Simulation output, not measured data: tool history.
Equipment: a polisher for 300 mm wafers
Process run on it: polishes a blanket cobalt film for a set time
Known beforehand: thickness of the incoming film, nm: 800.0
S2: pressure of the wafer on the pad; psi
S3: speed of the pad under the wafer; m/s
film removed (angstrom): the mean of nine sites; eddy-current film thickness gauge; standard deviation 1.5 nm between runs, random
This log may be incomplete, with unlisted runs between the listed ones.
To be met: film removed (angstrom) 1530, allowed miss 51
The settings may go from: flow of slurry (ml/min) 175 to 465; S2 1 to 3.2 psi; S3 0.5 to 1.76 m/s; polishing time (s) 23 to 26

run 1 hour=0 | flow_of_slurry_(ml/min)=295 S2=2.1 S3=1.12 polishing_time_(s)=26 | film_removed_(angstrom)=1627.3
run 2 hour=1.7 | flow_of_slurry_(ml/min)=295 S2=2.1 S3=1.12 polishing_time_(s)=26 | film_removed_(angstrom)=1598.3
run 3 hour=6.9 | flow_of_slurry_(ml/min)=295 S2=2.1 S3=1.28 polishing_time_(s)=26 | film_removed_(angstrom)=1877.7
run 4 hour=9 | flow_of_slurry_(ml/min)=295 S2=2.1 S3=1.4 polishing_time_(s)=26 | film_removed_(angstrom)=1978.4
run 5 hour=16.2 | flow_of_slurry_(ml/min)=295 S2=2 S3=1.4 polishing_time_(s)=26 | film_removed_(angstrom)=1924
run 6 hour=24.8 | flow_of_slurry_(ml/min)=295 S2=2.3 S3=1.4 polishing_time_(s)=26 | film_removed_(angstrom)=2186.1
run 7 hour=25.5 | flow_of_slurry_(ml/min)=295 S2=2.1 S3=1.4 polishing_time_(s)=26 | film_removed_(angstrom)=2006.5
run 8 hour=31.5 | flow_of_slurry_(ml/min)=295 S2=1.9 S3=1.4 polishing_time_(s)=26 | film_removed_(angstrom)=1811.7
run 9 hour=32.8 | flow_of_slurry_(ml/min)=295 S2=1.8 S3=1.4 polishing_time_(s)=26 | film_removed_(angstrom)=1740
run 10 hour=36.9 | flow_of_slurry_(ml/min)=295 S2=1.7 S3=1.4 polishing_time_(s)=26 | film_removed_(angstrom)=1690.3
run 11 hour=44.8 | flow_of_slurry_(ml/min)=295 S2=1.6 S3=1.4 polishing_time_(s)=26 | film_removed_(angstrom)=1627.5

Of the 4 settings listed for the next run, only one would bring every result within its allowed miss of target. Which one?
run A hour=52.7 | flow_of_slurry_(ml/min)=290 S2=1.9 S3=1.36 polishing_time_(s)=25 | film_removed_(angstrom)=?
run B hour=52.7 | flow_of_slurry_(ml/min)=335 S2=2.1 S3=1.24 polishing_time_(s)=26 | film_removed_(angstrom)=?
run C hour=52.7 | flow_of_slurry_(ml/min)=230 S2=1.4 S3=1.64 polishing_time_(s)=26 | film_removed_(angstrom)=?
run D hour=52.7 | flow_of_slurry_(ml/min)=215 S2=1.3 S3=1.62 polishing_time_(s)=26 | film_removed_(angstrom)=?

move=A film_removed_(angstrom)=1751.3
move=B film_removed_(angstrom)=1824.9
move=C film_removed_(angstrom)=1691.7
move=D film_removed_(angstrom)=1572.1
A: further off than the last run
B: further off than the last run
C: further off than the last run
D: every result within its allowed miss
D meets every target.
